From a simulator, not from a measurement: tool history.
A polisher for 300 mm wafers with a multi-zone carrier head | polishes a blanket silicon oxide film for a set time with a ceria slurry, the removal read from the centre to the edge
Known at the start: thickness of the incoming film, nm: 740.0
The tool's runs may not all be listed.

run	day	flow of slurry (ml/min)	pressure of the head's centre zone	pressure of the head's middle zone	pressure of the head's edge zone	polishing time (s)	film removed at the wafer's centre (Å)	film removed at mid-radius (Å)	film removed at the wafer's edge (Å)
1	0.000	260	1.00	1.00	1.00	34	2296.7	2242.5	2206.9
2	0.333	260	1.00	1.00	1.00	38	2593.0	2473.5	2495.3
3	0.412	260	1.00	1.07	1.00	38	2542.1	2682.7	2454.6
4	0.521	260	1.00	1.07	1.09	38	2535.4	2614.1	2546.7
5	0.883	275	1.04	1.05	1.11	38	2694.6	2548.3	2570.2
6	0.988	275	1.04	1.01	1.11	38	2639.7	2528.8	2606.8
7	1.196	345	1.14	0.93	1.13	39	3085.5	2482.8	2734.6

Run 8 comes next. What will it give?
# day 1.275: edge zone pressure recalibrated
8	1.275	350	1.15	0.93	1.14	39	?	?	?

{"run 8": {"film removed at the wafer's centre (Å)": 3108.3, "film removed at mid-radius (Å)": 2453.6, "film removed at the wafer's edge (Å)": 2838.4}}
